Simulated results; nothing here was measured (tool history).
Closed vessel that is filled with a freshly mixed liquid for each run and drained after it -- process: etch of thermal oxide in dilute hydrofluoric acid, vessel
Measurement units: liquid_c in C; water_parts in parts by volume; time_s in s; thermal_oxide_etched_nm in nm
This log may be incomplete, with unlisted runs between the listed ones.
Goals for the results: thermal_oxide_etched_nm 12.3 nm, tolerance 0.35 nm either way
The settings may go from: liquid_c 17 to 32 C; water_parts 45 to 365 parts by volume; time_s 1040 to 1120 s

run 1 hour=0 | liquid_c=24 water_parts=205 time_s=1040 | thermal_oxide_etched_nm=20.223
run 2 hour=5.4 | liquid_c=23 water_parts=210 time_s=1040 | thermal_oxide_etched_nm=19.066
run 3 hour=6.3 | liquid_c=23 water_parts=160 time_s=1040 | thermal_oxide_etched_nm=26.381
run 4 hour=7 | liquid_c=23 water_parts=125 time_s=1040 | thermal_oxide_etched_nm=35.41
run 5 hour=10.7 | liquid_c=23 water_parts=95 time_s=1040 | thermal_oxide_etched_nm=47.992
run 6 hour=15.5 | liquid_c=23 water_parts=45 time_s=1040 | thermal_oxide_etched_nm=107.36
run 7 hour=16.6 | liquid_c=22.5 water_parts=65 time_s=1040 | thermal_oxide_etched_nm=71.08
run 8 hour=18.3 | liquid_c=22 water_parts=80 time_s=1040 | thermal_oxide_etched_nm=55.571
run 9 hour=19.7 | liquid_c=21.5 water_parts=90 time_s=1040 | thermal_oxide_etched_nm=47.525
run 10 hour=22.6 | liquid_c=17.5 water_parts=170 time_s=1040 | thermal_oxide_etched_nm=19.676
run 11 hour=27.7 | liquid_c=17.5 water_parts=175 time_s=1040 | thermal_oxide_etched_nm=19.085

Next run, 5 choices. One meets every target within its allowed miss, the rest don't. Which?
run A hour=32.8 | liquid_c=18 water_parts=255 time_s=1040 | thermal_oxide_etched_nm=?
run B hour=32.8 | liquid_c=20 water_parts=150 time_s=1120 | thermal_oxide_etched_nm=?
run C hour=32.8 | liquid_c=22 water_parts=125 time_s=1120 | thermal_oxide_etched_nm=?
run D hour=32.8 | liquid_c=17.5 water_parts=100 time_s=1120 | thermal_oxide_etched_nm=?
run E hour=32.8 | liquid_c=17.5 water_parts=230 time_s=1040 | thermal_oxide_etched_nm=?

move=A thermal_oxide_etched_nm=12.437
move=B thermal_oxide_etched_nm=27.225
move=C thermal_oxide_etched_nm=36.343
move=D thermal_oxide_etched_nm=38.847
move=E thermal_oxide_etched_nm=13.83
A: all results land within tolerance of their targets
B: moves away from the targets compared with the last run
C: moves away from the targets compared with the last run
D: moves away from the targets compared with the last run
E: an improvement on the last run, though not all results are within tolerance
Answer: A

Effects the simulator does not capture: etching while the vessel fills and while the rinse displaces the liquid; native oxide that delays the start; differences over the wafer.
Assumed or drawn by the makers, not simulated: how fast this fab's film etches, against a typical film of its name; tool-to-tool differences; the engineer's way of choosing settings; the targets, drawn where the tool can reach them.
